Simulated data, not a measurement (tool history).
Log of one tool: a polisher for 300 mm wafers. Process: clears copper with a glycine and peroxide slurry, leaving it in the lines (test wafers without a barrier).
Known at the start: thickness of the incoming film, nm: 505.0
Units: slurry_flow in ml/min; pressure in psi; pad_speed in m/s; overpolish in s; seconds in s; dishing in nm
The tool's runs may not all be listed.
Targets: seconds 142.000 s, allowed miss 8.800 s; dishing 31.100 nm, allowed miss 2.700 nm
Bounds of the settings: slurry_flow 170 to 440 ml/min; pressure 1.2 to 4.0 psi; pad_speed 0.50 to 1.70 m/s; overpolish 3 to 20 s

run 1 hour=0.0 | slurry_flow=280 pressure=2.6 pad_speed=1.10 overpolish=10 | seconds=98.175 dishing=34.012
run 2 hour=7.2 | slurry_flow=280 pressure=2.6 pad_speed=1.10 overpolish=6 | seconds=96.356 dishing=21.302
run 3 hour=13.1 | slurry_flow=280 pressure=2.5 pad_speed=1.08 overpolish=7 | seconds=100.650 dishing=23.511
run 4 hour=13.8 | slurry_flow=280 pressure=2.5 pad_speed=1.20 overpolish=7 | seconds=97.880 dishing=24.427
run 5 hour=22.2 | slurry_flow=280 pressure=2.5 pad_speed=1.20 overpolish=3 | seconds=91.485 dishing=11.573
-- hour=25.5 worn pad replaced by a new one
run 6 hour=25.5 | slurry_flow=280 pressure=2.5 pad_speed=1.00 overpolish=3 | seconds=102.190 dishing=11.110
run 7 hour=31.8 | slurry_flow=280 pressure=2.4 pad_speed=0.98 overpolish=4 | seconds=105.680 dishing=13.058
run 8 hour=39.6 | slurry_flow=280 pressure=1.7 pad_speed=0.96 overpolish=9 | seconds=140.690 dishing=21.835
run 9 hour=41.4 | slurry_flow=280 pressure=1.7 pad_speed=0.98 overpolish=10 | seconds=138.860 dishing=24.497

5 next moves are on the table. One of them brings every result within its allowed miss. Which?
run A hour=43.2 | slurry_flow=305 pressure=1.4 pad_speed=1.18 overpolish=13 | seconds=? dishing=?
run B hour=43.2 | slurry_flow=330 pressure=1.7 pad_speed=0.78 overpolish=12 | seconds=? dishing=?
run C hour=43.2 | slurry_flow=325 pressure=1.2 pad_speed=1.08 overpolish=13 | seconds=? dishing=?
run D hour=43.2 | slurry_flow=285 pressure=1.3 pad_speed=1.00 overpolish=19 | seconds=? dishing=?
run E hour=43.2 | slurry_flow=275 pressure=1.7 pad_speed=1.20 overpolish=11 | seconds=? dishing=?

move=A seconds=142.160 dishing=30.844
move=B seconds=165.120 dishing=25.661
move=C seconds=167.970 dishing=26.648
move=D seconds=169.730 dishing=36.641
move=E seconds=122.480 dishing=30.578
A: meets every target
B: further off than the last run
C: further off than the last run
D: takes the result that was furthest off past its target
E: brings the result that was furthest off to its target, and leaves another outside
The right move is A.
